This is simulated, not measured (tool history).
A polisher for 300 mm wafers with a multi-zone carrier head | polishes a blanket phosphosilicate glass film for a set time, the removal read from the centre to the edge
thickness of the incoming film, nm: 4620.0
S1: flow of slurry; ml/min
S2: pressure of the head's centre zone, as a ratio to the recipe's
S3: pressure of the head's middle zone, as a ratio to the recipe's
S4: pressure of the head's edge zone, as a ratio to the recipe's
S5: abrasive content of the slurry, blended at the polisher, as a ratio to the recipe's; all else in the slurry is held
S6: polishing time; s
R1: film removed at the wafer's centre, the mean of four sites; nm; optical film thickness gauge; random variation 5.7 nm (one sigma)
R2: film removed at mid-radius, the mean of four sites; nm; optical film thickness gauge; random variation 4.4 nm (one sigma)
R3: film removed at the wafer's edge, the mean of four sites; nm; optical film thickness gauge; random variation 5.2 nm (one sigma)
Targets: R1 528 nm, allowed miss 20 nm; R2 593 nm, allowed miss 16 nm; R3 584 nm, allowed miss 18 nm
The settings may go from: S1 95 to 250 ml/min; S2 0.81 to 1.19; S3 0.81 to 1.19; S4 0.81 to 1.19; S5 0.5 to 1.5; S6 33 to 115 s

{"run": 1, "hour": 0.0, "S1": 160, "S2": 1, "S3": 1, "S4": 1, "S5": 1, "S6": 73, "R1": 407, "R2": 386.77, "R3": 404.91}
{"run": 2, "hour": 2.0, "S1": 160, "S2": 1, "S3": 1, "S4": 1.04, "S5": 1, "S6": 73, "R1": 402.35, "R2": 389.51, "R3": 412.67}
{"run": 3, "hour": 6.4, "S1": 135, "S2": 1, "S3": 1, "S4": 1.04, "S5": 1, "S6": 73, "R1": 383.48, "R2": 372.39, "R3": 395.63}
{"run": 4, "hour": 9.1, "S1": 155, "S2": 1, "S3": 1.03, "S4": 1.07, "S5": 1.1, "S6": 73, "R1": 406.48, "R2": 413.51, "R3": 427.27}
{"run": 5, "hour": 12.9, "S1": 155, "S2": 1, "S3": 1.07, "S4": 1.07, "S5": 1.1, "S6": 73, "R1": 418.58, "R2": 425.99, "R3": 437.01}
{"run": 6, "hour": 18.2, "S1": 170, "S2": 1, "S3": 1.09, "S4": 1.1, "S5": 1.15, "S6": 73, "R1": 432.82, "R2": 450.08, "R3": 449.08}
{"run": 7, "hour": 19.4, "S1": 175, "S2": 0.99, "S3": 1.09, "S4": 1.12, "S5": 1.25, "S6": 74, "R1": 447.81, "R2": 469.78, "R3": 474.35}
{"run": 8, "hour": 21.6, "S1": 180, "S2": 0.98, "S3": 1.1, "S4": 1.13, "S5": 1.3, "S6": 76, "R1": 466.33, "R2": 500.41, "R3": 495.49}
{"run": 9, "hour": 29.2, "S1": 180, "S2": 0.98, "S3": 1.11, "S4": 1.14, "S5": 1.35, "S6": 78, "R1": 482.46, "R2": 529.48, "R3": 521.23}

4 next moves are on the table. One of them brings every result within its allowed miss. Which?
{"run": "A", "hour": 36.8, "S1": 175, "S2": 1.08, "S3": 1.06, "S4": 1.12, "S5": 1.25, "S6": 79, "R1": "?", "R2": "?", "R3": "?"}
{"run": "B", "hour": 36.8, "S1": 185, "S2": 0.84, "S3": 1.1, "S4": 1.19, "S5": 1.4, "S6": 84, "R1": "?", "R2": "?", "R3": "?"}
{"run": "C", "hour": 36.8, "S1": 150, "S2": 0.98, "S3": 1.16, "S4": 1.19, "S5": 1.5, "S6": 84, "R1": "?", "R2": "?", "R3": "?"}
{"run": "D", "hour": 36.8, "S1": 200, "S2": 1.01, "S3": 1.16, "S4": 1.09, "S5": 1.4, "S6": 78, "R1": "?", "R2": "?", "R3": "?"}

move=A R1=526.95 R2=495.14 R3=511.54
move=B R1=460.08 R2=574.72 R3=590.8
move=C R1=527.74 R2=592.83 R3=588.48
move=D R1=521.92 R2=565.21 R3=529.22
A: further off than the last run
B: nearer than the last run, and not there yet
C: meets every target
D: nearer than the last run, and not there yet
Move C is the one to make.
